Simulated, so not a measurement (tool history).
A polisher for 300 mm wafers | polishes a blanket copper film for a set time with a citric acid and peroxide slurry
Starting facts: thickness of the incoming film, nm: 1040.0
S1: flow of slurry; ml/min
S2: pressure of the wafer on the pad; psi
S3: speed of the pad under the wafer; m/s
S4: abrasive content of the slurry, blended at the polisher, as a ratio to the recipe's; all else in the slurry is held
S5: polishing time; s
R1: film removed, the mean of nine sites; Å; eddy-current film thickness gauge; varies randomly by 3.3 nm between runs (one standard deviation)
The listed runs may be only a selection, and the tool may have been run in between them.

{"run": 1, "hour": 0.0, "S1": 235, "S2": 3.3, "S3": 1.18, "S4": 1, "S5": 98, "R1": 2538}
{"run": 2, "hour": 4.9, "S1": 235, "S2": 3.3, "S3": 1.18, "S4": 1.1, "S5": 98, "R1": 2592.9}
{"run": 3, "hour": 13.4, "S1": 235, "S2": 2.7, "S3": 1.18, "S4": 1.1, "S5": 98, "R1": 2114.7}
{"run": 4, "hour": 20.6, "S1": 235, "S2": 2.7, "S3": 1.18, "S4": 1.1, "S5": 98, "R1": 2135.8}
{"run": 5, "hour": 22.4, "S1": 235, "S2": 2.7, "S3": 1.18, "S4": 1.2, "S5": 98, "R1": 2169.8}
{"run": 6, "hour": 25.0, "S1": 240, "S2": 3.3, "S3": 1.18, "S4": 1.2, "S5": 98, "R1": 2645.4}
{"run": 7, "hour": 28.5, "S1": 245, "S2": 3.8, "S3": 1.18, "S4": 1.2, "S5": 98, "R1": 2963.9}
{"run": 8, "hour": 30.4, "S1": 245, "S2": 3.8, "S3": 1.18, "S4": 1.2, "S5": 98, "R1": 2950.2}

Run 9, settings as shown, results not yet in. Your forecast:
{"run": 9, "hour": 35.5, "S1": 245, "S2": 4.1, "S3": 1.22, "S4": 1.2, "S5": 98, "R1": "?"}

R1: 3355 Å
